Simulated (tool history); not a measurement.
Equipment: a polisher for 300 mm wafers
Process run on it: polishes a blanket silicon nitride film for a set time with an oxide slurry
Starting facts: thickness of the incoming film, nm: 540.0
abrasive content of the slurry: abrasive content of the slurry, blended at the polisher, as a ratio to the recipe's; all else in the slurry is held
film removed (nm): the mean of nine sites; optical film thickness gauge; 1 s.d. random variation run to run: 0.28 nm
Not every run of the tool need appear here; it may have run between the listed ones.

| run | hour | flow of slurry (ml/min) | pressure of the wafer on the pad (psi) | speed of the pad under the wafer (cm/s) | abrasive content of the slurry | polishing time (s) | film removed (nm) |
|---|---|---|---|---|---|---|---|
| 1 | 0.0 | 250 | 3.8 | 112 | 1.00 | 49 | 35.303 |
| 2 | 7.2 | 250 | 3.3 | 108 | 1.00 | 49 | 30.173 |
| 3 | 8.4 | 250 | 2.9 | 106 | 1.00 | 49 | 26.961 |
| 4 | 12.2 | 250 | 2.6 | 104 | 1.00 | 49 | 23.924 |
| 5 | 13.7 | 250 | 2.6 | 104 | 0.85 | 49 | 21.709 |
| 6 | 19.1 | 250 | 3.0 | 104 | 0.85 | 49 | 24.016 |

Expected results for the next run?
| 7 | 25.5 | 250 | 2.8 | 104 | 0.85 | 49 | ? |

film removed (nm): 22.599
